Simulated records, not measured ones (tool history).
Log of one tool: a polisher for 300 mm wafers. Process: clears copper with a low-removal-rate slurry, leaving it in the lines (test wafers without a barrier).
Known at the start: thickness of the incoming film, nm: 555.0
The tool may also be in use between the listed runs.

run,hour,flow of slurry (ml/min),pressure of the wafer on the pad (psi),speed of the pad under the wafer (cm/s),abrasive content of the slurry,overpolish time after the end point (s),time until the end point was called (s),dishing of a wide line in a test structure (nm)
1,0.0,225,3.5,124,1.00,11,117.67,37.349
2,6.2,180,3.5,124,1.00,11,120.70,36.181
3,12.6,175,3.1,122,1.00,13,135.03,36.413
4,20.5,170,2.9,120,1.00,15,147.82,38.911
# hour 26.9: slurry blender recalibrated
5,26.9,170,2.9,120,0.90,15,146.55,40.131
6,29.4,170,2.9,120,1.05,15,139.44,40.733

The next listed run, before its measurement:
7,37.2,165,2.7,118,1.00,16,?,?

time until the end point was called (s): 155.75
dishing of a wide line in a test structure (nm): 39.296
